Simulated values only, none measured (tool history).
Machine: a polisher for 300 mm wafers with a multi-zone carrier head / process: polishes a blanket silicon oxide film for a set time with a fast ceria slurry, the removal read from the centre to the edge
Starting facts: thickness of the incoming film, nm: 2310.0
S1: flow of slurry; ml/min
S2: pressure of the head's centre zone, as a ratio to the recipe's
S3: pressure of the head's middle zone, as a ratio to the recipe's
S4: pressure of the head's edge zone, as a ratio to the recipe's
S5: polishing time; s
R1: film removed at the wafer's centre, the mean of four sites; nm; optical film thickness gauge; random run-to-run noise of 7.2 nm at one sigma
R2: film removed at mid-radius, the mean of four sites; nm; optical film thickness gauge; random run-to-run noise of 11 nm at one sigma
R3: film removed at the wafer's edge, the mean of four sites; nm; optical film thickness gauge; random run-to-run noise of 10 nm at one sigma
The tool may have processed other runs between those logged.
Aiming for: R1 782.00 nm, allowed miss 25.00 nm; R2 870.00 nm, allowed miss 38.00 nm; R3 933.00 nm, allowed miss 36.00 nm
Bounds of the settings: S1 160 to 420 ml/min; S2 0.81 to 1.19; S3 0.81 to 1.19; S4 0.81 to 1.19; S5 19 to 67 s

Run 1, day 0.000: S1 270 ml/min, S2 1.00, S3 1.00, S4 1.00, S5 43 s. Result: R1 698.80 nm, R2 677.61 nm, R3 693.52 nm.
Run 2, day 0.121: S1 270 ml/min, S2 0.99, S3 1.01, S4 1.02, S5 44 s. Result: R1 704.95 nm, R2 708.00 nm, R3 718.52 nm.
Run 3, day 0.288: S1 270 ml/min, S2 0.99, S3 1.05, S4 1.02, S5 44 s. Result: R1 695.28 nm, R2 736.19 nm, R3 708.89 nm.
Run 4, day 0.333: S1 270 ml/min, S2 1.04, S3 1.05, S4 1.02, S5 44 s. Result: R1 743.48 nm, R2 727.51 nm, R3 721.87 nm.
Run 5, day 0.621: S1 270 ml/min, S2 1.04, S3 1.05, S4 1.06, S5 44 s. Result: R1 728.50 nm, R2 746.29 nm, R3 733.82 nm.
Run 6, day 0.938: S1 270 ml/min, S2 1.03, S3 1.04, S4 1.08, S5 45 s. Result: R1 743.73 nm, R2 742.12 nm, R3 750.22 nm.
Run 7, day 1.158: S1 270 ml/min, S2 1.01, S3 1.03, S4 1.10, S5 46 s. Result: R1 750.11 nm, R2 762.70 nm, R3 783.68 nm.
Run 8, day 1.408: S1 270 ml/min, S2 1.00, S3 1.03, S4 1.11, S5 47 s. Result: R1 752.30 nm, R2 758.09 nm, R3 802.45 nm.
Run 9, day 1.783: S1 270 ml/min, S2 0.99, S3 1.04, S4 1.12, S5 48 s. Result: R1 764.44 nm, R2 804.49 nm, R3 813.60 nm.
Run 10, day 1.904: S1 270 ml/min, S2 0.99, S3 1.04, S4 1.12, S5 48 s. Result: R1 757.59 nm, R2 793.74 nm, R3 810.43 nm.

Below are 4 possible settings for the next run. Only one of them brings all results inside the allowed miss of their targets. Which is it?
Run A, day 2.025: S1 300 ml/min, S2 0.81, S3 1.07, S4 1.19, S5 56 s. Result: R1 ?, R2 ?, R3 ?.
Run B, day 2.025: S1 275 ml/min, S2 1.08, S3 1.19, S4 1.00, S5 44 s. Result: R1 ?, R2 ?, R3 ?.
Run C, day 2.025: S1 225 ml/min, S2 0.87, S3 0.98, S4 1.19, S5 57 s. Result: R1 ?, R2 ?, R3 ?.
Run D, day 2.025: S1 320 ml/min, S2 0.89, S3 1.00, S4 1.12, S5 54 s. Result: R1 ?, R2 ?, R3 ?.

move      R1      R2      R3
   A  733.64  948.72  999.31
   B  764.44  804.83  721.17
   C  778.08  876.39  997.49
   D  782.29  871.57  941.79
A: the result that was furthest off in the last run now lies on the other side of its target
B: its largest miss is bigger than the last run's
C: the result that was furthest off in the last run now lies on the other side of its target
D: all results in spec
D is the move that brings every result within its allowed miss.

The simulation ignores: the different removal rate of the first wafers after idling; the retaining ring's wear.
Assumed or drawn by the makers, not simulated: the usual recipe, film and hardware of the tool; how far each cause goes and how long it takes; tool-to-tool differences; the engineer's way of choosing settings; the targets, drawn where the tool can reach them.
